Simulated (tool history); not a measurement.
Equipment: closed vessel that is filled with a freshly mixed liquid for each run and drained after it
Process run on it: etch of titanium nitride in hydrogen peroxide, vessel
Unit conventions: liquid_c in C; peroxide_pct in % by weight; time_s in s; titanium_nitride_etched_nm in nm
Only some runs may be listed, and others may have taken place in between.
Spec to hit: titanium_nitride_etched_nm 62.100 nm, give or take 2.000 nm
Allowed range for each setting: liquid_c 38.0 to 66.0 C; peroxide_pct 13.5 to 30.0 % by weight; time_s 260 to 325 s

run,hour,liquid_c,peroxide_pct,time_s,titanium_nitride_etched_nm
1,0.0,54.0,25.5,325,29.674
2,6.1,55.0,25.5,325,31.872
3,8.7,56.0,25.5,325,34.500
4,9.4,56.0,27.5,325,34.672
5,10.9,57.0,27.5,325,38.139
6,15.6,57.0,30.0,325,38.137
7,22.4,57.5,30.0,325,39.457
8,23.1,58.0,30.0,325,40.509
9,31.1,58.5,30.0,325,42.583
10,37.3,59.0,30.0,325,44.251
11,44.4,59.5,30.0,325,44.895
12,52.3,60.0,30.0,325,47.035
13,57.4,60.5,30.0,325,48.301
14,61.6,61.0,30.0,325,49.786
15,62.4,61.5,30.0,325,51.217
16,71.4,62.0,30.0,325,53.830
17,72.7,63.0,30.0,325,56.901

Which one of the following 4 next-run settings gets every result inside its allowed miss? There is exactly one.
A,74.0,60.5,27.5,325,?
B,74.0,61.0,27.5,320,?
C,74.0,63.0,26.0,280,?
D,74.0,65.0,26.0,320,?

move,titanium_nitride_etched_nm
A,48.151
B,49.041
C,48.479
D,63.268
A: the biggest miss grows against the last run
B: the biggest miss grows against the last run
C: the biggest miss grows against the last run
D: in spec on every target
D is the move that brings every result within its allowed miss.

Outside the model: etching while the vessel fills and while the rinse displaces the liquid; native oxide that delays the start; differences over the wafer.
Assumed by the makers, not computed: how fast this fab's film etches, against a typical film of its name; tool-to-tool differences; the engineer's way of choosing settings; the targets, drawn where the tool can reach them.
